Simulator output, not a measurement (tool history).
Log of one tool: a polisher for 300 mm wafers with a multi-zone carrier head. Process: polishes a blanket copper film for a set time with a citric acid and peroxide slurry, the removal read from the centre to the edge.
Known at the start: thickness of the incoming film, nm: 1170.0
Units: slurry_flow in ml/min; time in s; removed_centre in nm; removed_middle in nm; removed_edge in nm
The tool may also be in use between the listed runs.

| run | hour | slurry_flow | centre_zone | middle_zone | edge_zone | slurry_solids | time | removed_centre | removed_middle | removed_edge |
|---|---|---|---|---|---|---|---|---|---|---|
| 1 | 0 | 235 | 1 | 1 | 1 | 1 | 67 | 234.83 | 240.13 | 234.46 |
| 2 | 7.6 | 235 | 0.97 | 1 | 1 | 1 | 67 | 227.89 | 241.26 | 233.76 |
| 3 | 14.8 | 235 | 0.97 | 1 | 0.95 | 1 | 67 | 229.07 | 237.86 | 228.37 |
| 4 | 16.6 | 235 | 1.05 | 1 | 0.95 | 1 | 67 | 244.85 | 236.01 | 230.72 |
| 5 | 22.8 | 250 | 1.07 | 1.02 | 0.96 | 1.05 | 67 | 251.9 | 243.2 | 232.08 |
| 6 | 26.2 | 250 | 1.14 | 1.02 | 0.96 | 1.05 | 67 | 273.62 | 244.54 | 232.14 |
| 7 | 33.5 | 255 | 1.15 | 1.03 | 0.98 | 1.1 | 67 | 276.48 | 248.81 | 241.08 |
| 8 | 40.8 | 265 | 1.16 | 1.04 | 0.97 | 1.15 | 68 | 286 | 254.8 | 246.3 |
| 9 | 44 | 270 | 1.16 | 1.06 | 0.96 | 1.2 | 69 | 293.33 | 269.19 | 248.63 |
| 10 | 50.6 | 275 | 1.16 | 1.07 | 0.96 | 1.25 | 69 | 295.08 | 274.08 | 250.4 |

The next listed run, before its measurement:
| 11 | 53.6 | 280 | 1.16 | 1.08 | 0.96 | 1.3 | 69 | ? | ? | ? |

{"run 11": {"removed_centre": 298, "removed_middle": 276.73, "removed_edge": 251.4}}
